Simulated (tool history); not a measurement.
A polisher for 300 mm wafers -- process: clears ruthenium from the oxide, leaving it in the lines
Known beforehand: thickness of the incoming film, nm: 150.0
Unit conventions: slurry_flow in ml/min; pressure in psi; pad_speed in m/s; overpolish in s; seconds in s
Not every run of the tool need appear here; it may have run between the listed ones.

run 1 hour=0.0 | slurry_flow=285 pressure=2.3 pad_speed=1.06 overpolish=7 | seconds=124.340
run 2 hour=5.7 | slurry_flow=285 pressure=2.3 pad_speed=1.26 overpolish=7 | seconds=103.290
run 3 hour=9.7 | slurry_flow=285 pressure=2.8 pad_speed=1.26 overpolish=7 | seconds=84.967
run 4 hour=12.4 | slurry_flow=285 pressure=2.3 pad_speed=1.26 overpolish=7 | seconds=105.570
run 5 hour=15.0 | slurry_flow=245 pressure=2.3 pad_speed=1.26 overpolish=7 | seconds=104.860
run 6 hour=19.3 | slurry_flow=245 pressure=2.3 pad_speed=1.26 overpolish=5 | seconds=103.700
run 7 hour=25.6 | slurry_flow=245 pressure=1.9 pad_speed=1.24 overpolish=5 | seconds=127.490
run 8 hour=26.1 | slurry_flow=245 pressure=1.7 pad_speed=1.24 overpolish=5 | seconds=143.930

Expected results for the next run?
run 9 hour=27.0 | slurry_flow=245 pressure=1.6 pad_speed=1.24 overpolish=5 | seconds=?

seconds: 151.190 s

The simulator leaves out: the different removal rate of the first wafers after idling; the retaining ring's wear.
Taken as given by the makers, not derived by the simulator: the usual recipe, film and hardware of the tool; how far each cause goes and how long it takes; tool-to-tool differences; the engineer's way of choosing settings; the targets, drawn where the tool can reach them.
